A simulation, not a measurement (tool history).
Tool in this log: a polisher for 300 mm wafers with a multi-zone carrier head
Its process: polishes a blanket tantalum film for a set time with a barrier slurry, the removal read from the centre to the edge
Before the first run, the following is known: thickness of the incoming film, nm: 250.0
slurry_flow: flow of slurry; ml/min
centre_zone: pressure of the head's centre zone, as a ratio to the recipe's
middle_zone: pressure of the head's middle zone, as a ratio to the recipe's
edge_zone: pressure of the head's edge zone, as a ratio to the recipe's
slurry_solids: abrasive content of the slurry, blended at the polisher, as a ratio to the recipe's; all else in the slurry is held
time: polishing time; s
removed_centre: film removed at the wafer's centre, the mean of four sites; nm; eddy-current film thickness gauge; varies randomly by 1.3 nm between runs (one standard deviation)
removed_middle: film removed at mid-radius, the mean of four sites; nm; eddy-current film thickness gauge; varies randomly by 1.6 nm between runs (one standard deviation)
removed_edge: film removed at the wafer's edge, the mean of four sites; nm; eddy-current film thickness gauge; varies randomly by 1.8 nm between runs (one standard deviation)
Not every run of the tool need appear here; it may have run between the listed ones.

run,day,slurry_flow,centre_zone,middle_zone,edge_zone,slurry_solids,time,removed_centre,removed_middle,removed_edge
1,0.000,250,1.00,1.00,1.00,1.00,49,86.372,85.638,82.000
2,0.096,250,1.03,1.00,1.00,1.00,49,87.521,86.820,82.560
3,0.383,250,1.03,1.00,1.00,1.00,39,69.157,67.769,67.482
4,0.692,255,1.03,0.98,1.03,1.10,42,76.160,71.867,75.335
5,0.812,255,1.03,0.98,0.97,1.10,42,75.919,74.403,73.619
6,1.158,260,1.04,0.98,1.00,1.20,45,81.761,80.752,78.322
7,1.512,260,1.04,0.96,1.03,1.20,49,90.344,87.039,91.579
8,1.600,265,1.07,0.95,1.04,1.25,51,99.327,90.483,93.892
9,1.862,265,1.07,0.94,1.06,1.30,52,102.350,90.678,96.446
10,2.233,270,1.07,0.94,1.07,1.35,54,105.120,98.117,103.850
11,2.554,270,1.08,0.93,1.09,1.40,55,110.130,96.982,108.220
12,2.688,275,1.09,0.94,1.10,1.40,56,112.240,100.980,109.340
13,2.808,275,1.09,0.93,1.11,1.40,57,114.590,102.800,110.440

Predict the results of run 14:
14,2.950,275,1.09,0.92,1.11,1.40,58,?,?,?

Run 14 measured removed_centre 115.440 nm, removed_middle 104.700 nm, removed_edge 114.070 nm.
